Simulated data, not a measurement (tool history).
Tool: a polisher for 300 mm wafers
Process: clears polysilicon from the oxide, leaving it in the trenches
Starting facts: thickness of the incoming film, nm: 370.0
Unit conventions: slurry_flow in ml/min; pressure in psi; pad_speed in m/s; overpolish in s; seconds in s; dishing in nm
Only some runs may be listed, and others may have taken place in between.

{"run": 1, "day": 0.0, "slurry_flow": 190, "pressure": 3.1, "pad_speed": 1.18, "overpolish": 10, "seconds": 22.714, "dishing": 63.661}
{"run": 2, "day": 0.317, "slurry_flow": 190, "pressure": 2.8, "pad_speed": 1.16, "overpolish": 8, "seconds": 26.441, "dishing": 59.203}
{"run": 3, "day": 0.392, "slurry_flow": 190, "pressure": 3.1, "pad_speed": 1.16, "overpolish": 8, "seconds": 23.722, "dishing": 59.097}
{"run": 4, "day": 0.671, "slurry_flow": 190, "pressure": 3.1, "pad_speed": 1.16, "overpolish": 12, "seconds": 23.606, "dishing": 68.325}
{"run": 5, "day": 0.896, "slurry_flow": 190, "pressure": 3.9, "pad_speed": 1.16, "overpolish": 12, "seconds": 19.026, "dishing": 68.161}
{"run": 6, "day": 1.238, "slurry_flow": 165, "pressure": 4.1, "pad_speed": 0.96, "overpolish": 9, "seconds": 21.931, "dishing": 67.155}
{"run": 7, "day": 1.558, "slurry_flow": 205, "pressure": 3.2, "pad_speed": 1.08, "overpolish": 7, "seconds": 23.556, "dishing": 57.883}
{"run": 8, "day": 1.854, "slurry_flow": 235, "pressure": 2.6, "pad_speed": 1.12, "overpolish": 6, "seconds": 27.83, "dishing": 51.319}
{"run": 9, "day": 2.046, "slurry_flow": 255, "pressure": 2.4, "pad_speed": 1.16, "overpolish": 5, "seconds": 28.702, "dishing": 44.319}
{"run": 10, "day": 2.412, "slurry_flow": 280, "pressure": 2.2, "pad_speed": 1.18, "overpolish": 3, "seconds": 30.598, "dishing": 30.106}
{"day": 2.642, "done": "head pressure recalibrated"}
{"run": 11, "day": 2.642, "slurry_flow": 270, "pressure": 2.2, "pad_speed": 1.18, "overpolish": 3, "seconds": 33.232, "dishing": 28.277}

Run 12 comes next. What will it give?
{"run": 12, "day": 2.667, "slurry_flow": 270, "pressure": 2.3, "pad_speed": 1.14, "overpolish": 3, "seconds": "?", "dishing": "?"}

{"run 12": {"seconds": 32.735, "dishing": 29.526}}
